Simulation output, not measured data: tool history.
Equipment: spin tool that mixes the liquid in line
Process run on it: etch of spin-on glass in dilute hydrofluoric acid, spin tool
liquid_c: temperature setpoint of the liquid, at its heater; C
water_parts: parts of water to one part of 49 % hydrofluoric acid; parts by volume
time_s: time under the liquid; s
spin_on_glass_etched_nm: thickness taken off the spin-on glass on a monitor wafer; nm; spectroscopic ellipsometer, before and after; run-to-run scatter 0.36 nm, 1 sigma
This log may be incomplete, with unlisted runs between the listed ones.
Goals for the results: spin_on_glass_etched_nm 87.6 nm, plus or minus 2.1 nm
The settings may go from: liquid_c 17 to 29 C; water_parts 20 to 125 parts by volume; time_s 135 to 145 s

run  hour  liquid_c  water_parts  time_s  spin_on_glass_etched_nm
  1     0        21           70     135                   49.527
  2   7.8        21           95     135                   35.793
  3  13.3        23           85     135                    43.78
  4  21.4        23          100     135                   36.302
  5  30.3        23          100     135                    36.35
  6    36        23          120     135                   29.788
  7  41.9      24.5          100     135                   38.643
  8  45.6      25.5           85     135                   47.786
  9  46.9      26.5           75     135                   57.287
 10  53.7        27           70     135                   63.317
 11  56.2      27.5           65     135                   69.625
 12  59.2        28           60     135                   78.052
 13    66        28           60     135                   77.798
 14  71.3        28           60     135                    77.67
 15    73        28           60     135                   77.785

Which one of the following 5 next-run settings gets every result inside its allowed miss? There is exactly one.
  A  74.7        29           70     145                        ?
  B  74.7        23           45     145                        ?
  C  74.7        29           65     135                        ?
  D  74.7        29           60     145                        ?
  E  74.7        26           65     145                        ?

move  spin_on_glass_etched_nm
   A                   73.319
   B                   92.721
   C                   74.051
   D                     86.8
   E                   70.647
A: further off than the last run
B: takes the result that was furthest off past its target
C: further off than the last run
D: every result within its allowed miss
E: further off than the last run
Move D is the one to make.

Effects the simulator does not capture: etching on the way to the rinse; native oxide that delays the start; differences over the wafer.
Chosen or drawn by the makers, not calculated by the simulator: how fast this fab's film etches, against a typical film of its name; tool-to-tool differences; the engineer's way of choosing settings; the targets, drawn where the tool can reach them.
